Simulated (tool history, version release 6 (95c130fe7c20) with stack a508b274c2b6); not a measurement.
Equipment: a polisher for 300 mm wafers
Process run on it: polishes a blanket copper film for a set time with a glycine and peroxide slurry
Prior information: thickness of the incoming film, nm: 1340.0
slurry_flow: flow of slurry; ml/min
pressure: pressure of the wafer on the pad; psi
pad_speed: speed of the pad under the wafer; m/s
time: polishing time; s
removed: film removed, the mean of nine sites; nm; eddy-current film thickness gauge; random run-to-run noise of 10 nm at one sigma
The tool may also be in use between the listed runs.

run    day  slurry_flow  pressure  pad_speed  time  removed
  1      0          285       3.4       1.22    62   517.37
  2  0.354          285       3.4       1.22    62   516.04
  3  0.388          285       3.4       1.22    65    536.7
  4  0.562          285       3.4       1.22    62   510.18
  5  0.742          285       2.7       1.22    62   419.52
  6  0.846          285       3.3       1.24    62   512.97

What will run 7 give?
  7  1.196          285       3.7       1.26    62        ?

removed: 568.1 nm

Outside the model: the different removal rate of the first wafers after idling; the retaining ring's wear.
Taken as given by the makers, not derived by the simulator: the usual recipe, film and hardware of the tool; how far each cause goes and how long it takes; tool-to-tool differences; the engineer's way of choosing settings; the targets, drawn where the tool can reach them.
